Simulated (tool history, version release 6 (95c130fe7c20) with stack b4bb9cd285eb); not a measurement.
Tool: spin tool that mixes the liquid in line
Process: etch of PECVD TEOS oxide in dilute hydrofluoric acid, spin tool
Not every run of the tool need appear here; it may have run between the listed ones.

run	hour	temperature setpoint of the liquid (C)	parts of water to one part of 49 % hydrofluoric acid (parts by volume)	time under the liquid (s)	thickness taken off the PECVD TEOS oxide on a monitor wafer (nm)
1	0	25	95	275	49.914
2	5.5	27	95	275	54.482
3	7.1	24	100	275	45.111
4	10.6	22	105	275	39.866
5	16.7	22	90	275	47.266
6	24	20.5	100	275	39.483

Predict the results of run 7:
7	32.5	19.5	105	275	?

Run 7 yielded thickness taken off the PECVD TEOS oxide on a monitor wafer (nm) 36.197.
